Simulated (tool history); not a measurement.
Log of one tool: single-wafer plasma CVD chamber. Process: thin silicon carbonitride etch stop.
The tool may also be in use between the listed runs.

run	hour	RF power (kW)	deposition time (s)	mean film thickness on the monitor wafer (Å)
1	0.0	0.240	21.8	130.42
2	7.7	0.235	21.6	129.22
3	9.1	0.235	23.2	139.43
4	17.9	0.235	21.9	130.55
5	22.3	0.235	24.6	146.74
6	25.2	0.235	21.6	128.57

Run 7 comes next. What will it give?
7	28.1	0.230	21.4	?

mean film thickness on the monitor wafer (Å): 126.44
